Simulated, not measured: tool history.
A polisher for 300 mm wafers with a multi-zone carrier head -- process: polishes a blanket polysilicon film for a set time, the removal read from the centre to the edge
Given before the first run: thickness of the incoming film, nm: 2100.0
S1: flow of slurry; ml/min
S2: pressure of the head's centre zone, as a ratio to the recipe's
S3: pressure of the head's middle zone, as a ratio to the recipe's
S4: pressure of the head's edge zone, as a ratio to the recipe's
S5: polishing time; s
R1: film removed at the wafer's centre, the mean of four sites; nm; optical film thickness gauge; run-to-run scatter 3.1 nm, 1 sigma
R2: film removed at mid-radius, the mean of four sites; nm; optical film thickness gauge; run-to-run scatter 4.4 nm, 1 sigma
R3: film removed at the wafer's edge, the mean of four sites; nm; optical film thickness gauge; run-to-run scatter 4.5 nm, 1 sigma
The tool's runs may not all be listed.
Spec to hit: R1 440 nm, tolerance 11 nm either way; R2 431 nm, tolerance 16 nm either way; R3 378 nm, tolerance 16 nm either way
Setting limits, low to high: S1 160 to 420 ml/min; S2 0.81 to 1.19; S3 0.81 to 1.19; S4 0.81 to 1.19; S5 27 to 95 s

run,day,S1,S2,S3,S4,S5,R1,R2,R3
1,0,270,1,1,1,61,643.41,649.61,668.61
2,0.138,270,1,1,1,75,795.71,798.63,811.86
3,0.162,270,1,1,0.93,75,792.81,786.59,775.74
4,0.342,275,1.01,1.01,0.91,69,737.72,731.76,718.72
5,0.433,265,1.03,1.03,0.9,63,689.18,675.66,644.6
6,0.479,255,1.03,1.04,0.89,59,648.52,658.6,603.26
7,0.704,250,1.04,1.04,0.88,55,590.28,596.8,559.52
8,1.038,250,1.04,1.04,0.88,55,604.86,593.38,547.17

Exercise: of the 5 proposed moves below, exactly one satisfies all targets within the stated allowed misses. Which move is it?
A,1.371,260,1.1,1.09,0.81,38,?,?,?
B,1.371,245,1.06,0.93,0.89,42,?,?,?
C,1.371,360,0.82,1.01,1.06,76,?,?,?
D,1.371,295,0.97,0.84,1.02,39,?,?,?
E,1.371,245,0.99,1.04,0.89,39,?,?,?

move,R1,R2,R3
A,437.48,431.22,390.22
B,461.72,413.94,441.95
C,673.39,835.28,869.89
D,400.81,360.77,435.63
E,400.53,422.47,409.78
A: hits every target within its allowed miss
B: an improvement on the last run, though not all results are within tolerance
C: moves away from the targets compared with the last run
D: pushes the last run's worst result past its target
E: pushes the last run's worst result past its target
Go with A: it meets all targets.

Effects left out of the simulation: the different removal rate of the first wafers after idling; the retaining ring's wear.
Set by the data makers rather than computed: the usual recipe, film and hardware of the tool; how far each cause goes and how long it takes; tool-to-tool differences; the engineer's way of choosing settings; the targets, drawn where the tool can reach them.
